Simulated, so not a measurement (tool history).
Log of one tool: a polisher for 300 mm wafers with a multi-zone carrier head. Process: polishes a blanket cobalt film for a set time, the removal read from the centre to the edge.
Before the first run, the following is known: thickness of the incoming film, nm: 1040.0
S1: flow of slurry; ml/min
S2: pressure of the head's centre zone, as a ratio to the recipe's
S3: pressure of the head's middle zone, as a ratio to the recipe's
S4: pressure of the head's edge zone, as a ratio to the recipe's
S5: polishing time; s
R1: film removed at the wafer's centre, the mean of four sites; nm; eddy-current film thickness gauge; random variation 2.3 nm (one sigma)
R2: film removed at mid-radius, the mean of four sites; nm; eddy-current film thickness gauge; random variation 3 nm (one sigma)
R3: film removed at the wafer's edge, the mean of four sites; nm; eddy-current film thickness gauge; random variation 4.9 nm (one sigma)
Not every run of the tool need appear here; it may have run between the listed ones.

Run 1, hour 0.0: S1 235 ml/min, S2 1.00, S3 1.00, S4 1.00, S5 71 s. Result: R1 298.40 nm, R2 291.46 nm, R3 291.90 nm.
Run 2, hour 9.1: S1 240 ml/min, S2 1.00, S3 1.02, S4 1.03, S5 72 s. Result: R1 303.71 nm, R2 306.63 nm, R3 302.75 nm.
Run 3, hour 11.0: S1 205 ml/min, S2 1.00, S3 1.02, S4 1.03, S5 72 s. Result: R1 297.22 nm, R2 297.53 nm, R3 295.92 nm.
Run 4, hour 14.3: S1 220 ml/min, S2 1.00, S3 1.03, S4 1.05, S5 72 s. Result: R1 300.07 nm, R2 305.60 nm, R3 296.34 nm.
Run 5, hour 19.8: S1 220 ml/min, S2 1.00, S3 1.03, S4 1.05, S5 65 s. Result: R1 270.02 nm, R2 274.90 nm, R3 271.91 nm.
Run 6, hour 25.2: S1 220 ml/min, S2 1.04, S3 1.03, S4 1.05, S5 65 s. Result: R1 282.04 nm, R2 274.44 nm, R3 267.26 nm.
Run 7, hour 31.8: S1 230 ml/min, S2 1.03, S3 1.04, S4 1.07, S5 67 s. Result: R1 289.41 nm, R2 288.23 nm, R3 289.63 nm.
Run 8, hour 36.0: S1 245 ml/min, S2 1.04, S3 1.06, S4 1.08, S5 67 s. Result: R1 296.57 nm, R2 293.19 nm, R3 287.19 nm.
Run 9, hour 43.7: S1 255 ml/min, S2 1.03, S3 1.07, S4 1.10, S5 68 s. Result: R1 298.99 nm, R2 296.66 nm, R3 296.75 nm.
Run 10, hour 51.1: S1 270 ml/min, S2 0.99, S3 1.17, S4 1.17, S5 77 s. Result: R1 322.28 nm, R2 370.43 nm, R3 349.27 nm.

What does the tool deliver on the next run?
Run 11, hour 55.2: S1 270 ml/min, S2 0.99, S3 1.16, S4 1.17, S5 77 s. Result: R1 ?, R2 ?, R3 ?.

Run 11 produced R1 325.62 nm, R2 371.72 nm, R3 352.01 nm.

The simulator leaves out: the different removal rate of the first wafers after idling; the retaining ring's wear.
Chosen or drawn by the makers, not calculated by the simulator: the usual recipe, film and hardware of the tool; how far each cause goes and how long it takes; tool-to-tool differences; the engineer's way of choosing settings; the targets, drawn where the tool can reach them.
